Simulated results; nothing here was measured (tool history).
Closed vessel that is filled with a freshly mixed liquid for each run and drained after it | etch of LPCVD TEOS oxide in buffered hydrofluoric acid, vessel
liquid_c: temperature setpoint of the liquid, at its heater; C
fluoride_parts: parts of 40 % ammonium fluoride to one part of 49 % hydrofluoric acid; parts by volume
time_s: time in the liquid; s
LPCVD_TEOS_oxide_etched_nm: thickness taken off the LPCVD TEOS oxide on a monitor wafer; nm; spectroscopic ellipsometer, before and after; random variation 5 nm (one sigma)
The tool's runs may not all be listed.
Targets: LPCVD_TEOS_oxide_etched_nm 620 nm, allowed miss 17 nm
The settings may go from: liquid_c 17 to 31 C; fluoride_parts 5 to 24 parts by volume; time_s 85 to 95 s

{"run": 1, "hour": 0.0, "liquid_c": 23, "fluoride_parts": 14.5, "time_s": 85, "LPCVD_TEOS_oxide_etched_nm": 212.66}
{"run": 2, "hour": 4.4, "liquid_c": 25.5, "fluoride_parts": 11.5, "time_s": 85, "LPCVD_TEOS_oxide_etched_nm": 308.67}
{"run": 3, "hour": 12.9, "liquid_c": 22, "fluoride_parts": 11.5, "time_s": 85, "LPCVD_TEOS_oxide_etched_nm": 253.3}
{"run": 4, "hour": 21.8, "liquid_c": 23.5, "fluoride_parts": 11.5, "time_s": 85, "LPCVD_TEOS_oxide_etched_nm": 275.66}
{"run": 5, "hour": 26.8, "liquid_c": 23.5, "fluoride_parts": 7.5, "time_s": 85, "LPCVD_TEOS_oxide_etched_nm": 418.92}
{"run": 6, "hour": 31.4, "liquid_c": 23.5, "fluoride_parts": 6, "time_s": 85, "LPCVD_TEOS_oxide_etched_nm": 506.44}
{"run": 7, "hour": 34.0, "liquid_c": 24.5, "fluoride_parts": 6, "time_s": 85, "LPCVD_TEOS_oxide_etched_nm": 535.21}
{"run": 8, "hour": 41.5, "liquid_c": 25.5, "fluoride_parts": 6, "time_s": 85, "LPCVD_TEOS_oxide_etched_nm": 564.78}
{"run": 9, "hour": 43.9, "liquid_c": 26, "fluoride_parts": 6, "time_s": 85, "LPCVD_TEOS_oxide_etched_nm": 580.76}
{"run": 10, "hour": 50.4, "liquid_c": 26.5, "fluoride_parts": 6, "time_s": 85, "LPCVD_TEOS_oxide_etched_nm": 596.22}

Which of these 4 next moves meets every target?
{"run": "A", "hour": 56.9, "liquid_c": 29, "fluoride_parts": 7.5, "time_s": 95, "LPCVD_TEOS_oxide_etched_nm": "?"}
{"run": "B", "hour": 56.9, "liquid_c": 26, "fluoride_parts": 6.5, "time_s": 90, "LPCVD_TEOS_oxide_etched_nm": "?"}
{"run": "C", "hour": 56.9, "liquid_c": 26, "fluoride_parts": 6, "time_s": 85, "LPCVD_TEOS_oxide_etched_nm": "?"}
{"run": "D", "hour": 56.9, "liquid_c": 27, "fluoride_parts": 6.5, "time_s": 85, "LPCVD_TEOS_oxide_etched_nm": "?"}

move=A LPCVD_TEOS_oxide_etched_nm=613.97
move=B LPCVD_TEOS_oxide_etched_nm=569.58
move=C LPCVD_TEOS_oxide_etched_nm=576.49
move=D LPCVD_TEOS_oxide_etched_nm=567.53
A: meets every target
B: further off than the last run
C: further off than the last run
D: further off than the last run
The right move is A.
